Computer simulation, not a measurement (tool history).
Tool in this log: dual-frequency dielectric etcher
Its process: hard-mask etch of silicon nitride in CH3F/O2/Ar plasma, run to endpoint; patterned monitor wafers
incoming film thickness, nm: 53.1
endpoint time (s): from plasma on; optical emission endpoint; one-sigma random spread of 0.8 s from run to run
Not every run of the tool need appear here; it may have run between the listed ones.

Run 1, day 0: source power (kW) 0.41, bias power (kW) 0.057. Result: endpoint time (s) 86.923.
Run 2, day 0.317: source power (kW) 0.41, bias power (kW) 0.048. Result: endpoint time (s) 90.946.
Run 3, day 0.371: source power (kW) 0.41, bias power (kW) 0.052. Result: endpoint time (s) 88.737.
Run 4, day 0.554: source power (kW) 0.38, bias power (kW) 0.05. Result: endpoint time (s) 92.718.
Run 5, day 0.754: source power (kW) 0.36, bias power (kW) 0.049. Result: endpoint time (s) 94.901.
Run 6, day 0.862: source power (kW) 0.34, bias power (kW) 0.048. Result: endpoint time (s) 98.505.
Run 7, day 0.996: source power (kW) 0.34, bias power (kW) 0.048. Result: endpoint time (s) 96.724.

Run 8 is up next; what results do you expect?
Run 8, day 1.367: source power (kW) 0.32, bias power (kW) 0.047. Result: endpoint time (s) ?.

{"run 8": {"endpoint time (s)": 100.83}}

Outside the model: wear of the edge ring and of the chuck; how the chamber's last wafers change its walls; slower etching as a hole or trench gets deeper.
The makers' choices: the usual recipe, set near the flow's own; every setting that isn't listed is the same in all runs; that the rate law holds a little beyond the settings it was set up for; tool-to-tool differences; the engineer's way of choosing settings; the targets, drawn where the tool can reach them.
